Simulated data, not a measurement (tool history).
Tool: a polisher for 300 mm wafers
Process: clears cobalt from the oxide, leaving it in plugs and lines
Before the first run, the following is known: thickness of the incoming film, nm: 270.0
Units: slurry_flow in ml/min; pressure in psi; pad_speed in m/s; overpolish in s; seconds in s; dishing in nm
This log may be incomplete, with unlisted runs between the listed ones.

Run 1, day 0.000: slurry_flow 225 ml/min, pressure 2.0 psi, pad_speed 0.92 m/s, overpolish 19 s. Result: seconds 79.974 s, dishing 33.204 nm.
Run 2, day 0.283: slurry_flow 195 ml/min, pressure 2.0 psi, pad_speed 0.92 m/s, overpolish 19 s. Result: seconds 81.394 s, dishing 32.987 nm.
Run 3, day 0.500: slurry_flow 195 ml/min, pressure 2.0 psi, pad_speed 1.08 m/s, overpolish 19 s. Result: seconds 72.712 s, dishing 34.001 nm.
Run 4, day 0.796: slurry_flow 195 ml/min, pressure 2.0 psi, pad_speed 1.08 m/s, overpolish 24 s. Result: seconds 74.903 s, dishing 38.112 nm.
Run 5, day 0.908: slurry_flow 150 ml/min, pressure 2.0 psi, pad_speed 1.08 m/s, overpolish 24 s. Result: seconds 78.077 s, dishing 36.100 nm.
Run 6, day 1.183: slurry_flow 135 ml/min, pressure 2.0 psi, pad_speed 1.08 m/s, overpolish 24 s. Result: seconds 76.310 s, dishing 36.300 nm.
At day 1.446: worn pad replaced by a new one.
Run 7, day 1.446: slurry_flow 135 ml/min, pressure 2.1 psi, pad_speed 1.08 m/s, overpolish 23 s. Result: seconds 64.666 s, dishing 38.693 nm.

Estimate the outcome of run 8 from the log above:
Run 8, day 1.550: slurry_flow 135 ml/min, pressure 2.1 psi, pad_speed 1.08 m/s, overpolish 22 s. Result: seconds ?, dishing ?.

{"run 8": {"seconds": 67.02, "dishing": 37.87}}
